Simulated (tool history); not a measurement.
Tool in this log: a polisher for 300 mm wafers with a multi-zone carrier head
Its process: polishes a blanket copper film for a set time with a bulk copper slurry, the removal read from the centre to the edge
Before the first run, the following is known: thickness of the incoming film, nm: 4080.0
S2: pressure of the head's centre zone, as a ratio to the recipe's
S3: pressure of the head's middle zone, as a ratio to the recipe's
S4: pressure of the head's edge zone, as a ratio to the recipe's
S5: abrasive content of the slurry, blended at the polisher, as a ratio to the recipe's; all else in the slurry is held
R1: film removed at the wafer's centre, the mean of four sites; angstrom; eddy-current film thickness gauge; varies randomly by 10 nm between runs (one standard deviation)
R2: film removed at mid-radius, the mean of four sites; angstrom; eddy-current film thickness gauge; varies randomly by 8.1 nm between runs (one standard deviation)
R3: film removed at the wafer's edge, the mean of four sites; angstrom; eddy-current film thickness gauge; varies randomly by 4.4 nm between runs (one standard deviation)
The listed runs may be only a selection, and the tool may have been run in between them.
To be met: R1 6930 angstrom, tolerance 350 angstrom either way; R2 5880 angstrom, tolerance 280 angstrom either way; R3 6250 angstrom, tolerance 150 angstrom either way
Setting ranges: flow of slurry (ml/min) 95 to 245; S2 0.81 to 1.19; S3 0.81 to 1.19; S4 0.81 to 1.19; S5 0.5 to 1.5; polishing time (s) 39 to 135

{"run": 1, "hour": 0.0, "flow of slurry (ml/min)": 155, "S2": 1, "S3": 1, "S4": 1, "S5": 1, "polishing time (s)": 87, "R1": 5706.1, "R2": 5777.1, "R3": 5606.5}
{"run": 2, "hour": 1.0, "flow of slurry (ml/min)": 170, "S2": 1.03, "S3": 0.98, "S4": 1.03, "S5": 1, "polishing time (s)": 87, "R1": 6036.9, "R2": 5847.5, "R3": 5770.5}
{"run": 3, "hour": 9.1, "flow of slurry (ml/min)": 170, "S2": 1.03, "S3": 0.9, "S4": 1.03, "S5": 1, "polishing time (s)": 87, "R1": 5994.3, "R2": 5296.5, "R3": 5705.1}
{"run": 4, "hour": 11.2, "flow of slurry (ml/min)": 140, "S2": 1.03, "S3": 0.9, "S4": 1.03, "S5": 1, "polishing time (s)": 87, "R1": 5836.3, "R2": 5144.3, "R3": 5646.5}
{"run": 5, "hour": 19.9, "flow of slurry (ml/min)": 140, "S2": 1.03, "S3": 0.9, "S4": 1.03, "S5": 1, "polishing time (s)": 76, "R1": 5086.6, "R2": 4521, "R3": 4965.6}
{"run": 6, "hour": 27.2, "flow of slurry (ml/min)": 125, "S2": 1.03, "S3": 0.9, "S4": 1.03, "S5": 1, "polishing time (s)": 76, "R1": 4944.6, "R2": 4435.2, "R3": 4802.7}
{"run": 7, "hour": 31.3, "flow of slurry (ml/min)": 150, "S2": 1.06, "S3": 0.92, "S4": 1.07, "S5": 1.1, "polishing time (s)": 77, "R1": 5453.9, "R2": 4794.5, "R3": 5204.9}
{"run": 8, "hour": 36.4, "flow of slurry (ml/min)": 165, "S2": 1.08, "S3": 0.94, "S4": 1.1, "S5": 1.2, "polishing time (s)": 78, "R1": 5730, "R2": 5224.5, "R3": 5436.1}
{"run": 9, "hour": 39.8, "flow of slurry (ml/min)": 175, "S2": 1.1, "S3": 0.93, "S4": 1.12, "S5": 1.25, "polishing time (s)": 79, "R1": 6144, "R2": 5242.9, "R3": 5621.2}
{"run": 10, "hour": 40.7, "flow of slurry (ml/min)": 185, "S2": 1.11, "S3": 0.93, "S4": 1.14, "S5": 1.3, "polishing time (s)": 80, "R1": 6378.9, "R2": 5444.5, "R3": 5818.2}
{"run": 11, "hour": 42.3, "flow of slurry (ml/min)": 185, "S2": 1.11, "S3": 0.93, "S4": 1.14, "S5": 1.3, "polishing time (s)": 80, "R1": 6176.5, "R2": 5399.8, "R3": 5794.1}
{"run": 12, "hour": 43.9, "flow of slurry (ml/min)": 190, "S2": 1.13, "S3": 0.93, "S4": 1.15, "S5": 1.35, "polishing time (s)": 81, "R1": 6654.4, "R2": 5493.1, "R3": 5977.8}

4 candidate next runs follow, results not yet known. Just one meets every target within its allowed miss. Identify it.
{"run": "A", "hour": 45.5, "flow of slurry (ml/min)": 195, "S2": 1.19, "S3": 0.98, "S4": 1.13, "S5": 1.35, "polishing time (s)": 91, "R1": "?", "R2": "?", "R3": "?"}
{"run": "B", "hour": 45.5, "flow of slurry (ml/min)": 180, "S2": 1.12, "S3": 0.81, "S4": 1.19, "S5": 1.2, "polishing time (s)": 89, "R1": "?", "R2": "?", "R3": "?"}
{"run": "C", "hour": 45.5, "flow of slurry (ml/min)": 230, "S2": 1, "S3": 1.08, "S4": 1.02, "S5": 1.45, "polishing time (s)": 82, "R1": "?", "R2": "?", "R3": "?"}
{"run": "D", "hour": 45.5, "flow of slurry (ml/min)": 215, "S2": 1.1, "S3": 0.93, "S4": 1.1, "S5": 1.45, "polishing time (s)": 85, "R1": "?", "R2": "?", "R3": "?"}

move=A R1=7632 R2=6322.6 R3=6717.7
move=B R1=6797 R2=5163.4 R3=6587
move=C R1=5992.8 R2=6387.3 R3=5907.5
move=D R1=6762.4 R2=5809.1 R3=6326.9
A: pushes the last run's worst result past its target
B: pushes the last run's worst result past its target
C: lands further from the targets than the last run did
D: hits every target within its allowed miss
Answer: D
